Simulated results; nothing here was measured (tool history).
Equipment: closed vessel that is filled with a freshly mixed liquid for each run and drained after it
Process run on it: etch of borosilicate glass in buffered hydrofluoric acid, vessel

run  hour  temperature setpoint of the liquid (C)  parts of 40 % ammonium fluoride to one part of 49 % hydrofluoric acid (parts by volume)  time in the liquid (s)  thickness taken off the borosilicate glass on a monitor wafer (nm)
  1   0.0                                    20.0                                                                                     10.5                      95                                                              87.396
  2   6.5                                    21.0                                                                                     10.5                      95                                                              93.405
  3   8.1                                    22.0                                                                                     10.5                      95                                                              98.506
  4  11.4                                    22.0                                                                                     10.5                     100                                                             103.410
  5  15.6                                    22.5                                                                                     10.5                     100                                                             106.080
  6  23.4                                    23.0                                                                                     10.5                     100                                                             109.780
  7  28.9                                    23.5                                                                                     10.5                     100                                                             112.130
  8  33.7                                    23.5                                                                                     10.5                     100                                                             112.270

Run 9 has not been measured yet. What should we expect?
  9  35.0                                    24.0                                                                                     10.5                     100                                                                   ?

Run 9 came out at thickness taken off the borosilicate glass on a monitor wafer (nm) 116.130.

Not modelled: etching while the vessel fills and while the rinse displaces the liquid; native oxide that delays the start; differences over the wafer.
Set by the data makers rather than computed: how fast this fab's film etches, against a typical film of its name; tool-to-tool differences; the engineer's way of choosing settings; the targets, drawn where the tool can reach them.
